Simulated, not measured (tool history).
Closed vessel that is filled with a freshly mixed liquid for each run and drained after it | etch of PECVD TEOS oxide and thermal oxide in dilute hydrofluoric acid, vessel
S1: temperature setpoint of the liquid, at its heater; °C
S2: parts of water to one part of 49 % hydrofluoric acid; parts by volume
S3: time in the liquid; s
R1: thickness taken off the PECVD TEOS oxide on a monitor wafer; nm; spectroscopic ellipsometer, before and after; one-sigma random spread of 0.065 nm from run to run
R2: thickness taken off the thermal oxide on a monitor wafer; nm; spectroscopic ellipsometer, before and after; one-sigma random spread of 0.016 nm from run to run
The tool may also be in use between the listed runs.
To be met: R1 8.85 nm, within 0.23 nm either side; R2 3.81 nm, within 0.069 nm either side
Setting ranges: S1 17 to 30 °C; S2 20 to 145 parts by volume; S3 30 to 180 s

{"run": 1, "hour": 0.0, "S1": 22, "S2": 80, "S3": 90, "R1": 11.527, "R2": 5.0104}
{"run": 2, "hour": 5.9, "S1": 21.5, "S2": 80, "S3": 90, "R1": 11.421, "R2": 4.9128}
{"run": 3, "hour": 10.8, "S1": 23.5, "S2": 80, "S3": 90, "R1": 12.447, "R2": 5.32}
{"run": 4, "hour": 14.6, "S1": 21, "S2": 80, "S3": 90, "R1": 11.34, "R2": 4.828}
{"run": 5, "hour": 19.0, "S1": 21, "S2": 110, "S3": 90, "R1": 7.8289, "R2": 3.3946}
{"run": 6, "hour": 19.9, "S1": 21.5, "S2": 110, "S3": 90, "R1": 7.9793, "R2": 3.4723}
{"run": 7, "hour": 28.3, "S1": 22, "S2": 110, "S3": 90, "R1": 8.1777, "R2": 3.5362}
{"run": 8, "hour": 30.2, "S1": 22.5, "S2": 110, "S3": 90, "R1": 8.3968, "R2": 3.5943}
{"run": 9, "hour": 35.4, "S1": 23, "S2": 110, "S3": 90, "R1": 8.5709, "R2": 3.6641}
{"run": 10, "hour": 40.0, "S1": 23.5, "S2": 110, "S3": 90, "R1": 8.5504, "R2": 3.7422}
{"run": 11, "hour": 44.4, "S1": 23.5, "S2": 105, "S3": 90, "R1": 9.1611, "R2": 3.9412}

Which one of the following 4 next-run settings gets every result inside its allowed miss? There is exactly one.
{"run": "A", "hour": 48.8, "S1": 26, "S2": 95, "S3": 70, "R1": "?", "R2": "?"}
{"run": "B", "hour": 48.8, "S1": 29, "S2": 125, "S3": 90, "R1": "?", "R2": "?"}
{"run": "C", "hour": 48.8, "S1": 25.5, "S2": 95, "S3": 75, "R1": "?", "R2": "?"}
{"run": "D", "hour": 48.8, "S1": 17, "S2": 110, "S3": 125, "R1": "?", "R2": "?"}

move=A R1=8.8282 R2=3.8101
move=B R1=9.2964 R2=4.0122
move=C R1=9.2755 R2=4.0032
move=D R1=9.2964 R2=4.0122
A: hits every target within its allowed miss
B: moves away from the targets compared with the last run
C: moves away from the targets compared with the last run
D: moves away from the targets compared with the last run
So the answer is move A, the one that meets all the targets.

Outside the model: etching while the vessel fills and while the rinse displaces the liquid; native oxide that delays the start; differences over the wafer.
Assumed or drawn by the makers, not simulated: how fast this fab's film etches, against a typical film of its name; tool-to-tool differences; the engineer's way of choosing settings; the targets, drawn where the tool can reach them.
